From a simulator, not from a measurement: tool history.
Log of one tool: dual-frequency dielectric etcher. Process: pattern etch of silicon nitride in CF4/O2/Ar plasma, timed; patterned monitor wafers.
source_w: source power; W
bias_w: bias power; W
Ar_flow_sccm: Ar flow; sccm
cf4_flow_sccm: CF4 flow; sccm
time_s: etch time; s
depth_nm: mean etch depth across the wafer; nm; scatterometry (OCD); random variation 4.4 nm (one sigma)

run  hour  source_w  bias_w  Ar_flow_sccm  cf4_flow_sccm  time_s  depth_nm
  1   0.0       570      39           110             73   552.0   1068.90
  2   6.0       570      46           110             73   552.0   1119.60
  3   7.4       570      46           110             73   576.5   1154.10
  4  14.1       570      46            97             73   576.5   1185.70
  5  19.5       540      46            97             73   576.5   1133.30
  6  26.3       540      43            97             73   576.5   1120.30
  7  33.9       510      43            98             73   576.5   1061.90
  8  41.7       490      43            98             73   576.5   1025.00
  9  46.8       480      43            98             73   576.5   1005.20

Forecast run 10:
 10  50.3       470      43            98             73   576.5         ?

{"run 10": {"depth_nm": 989.42}}
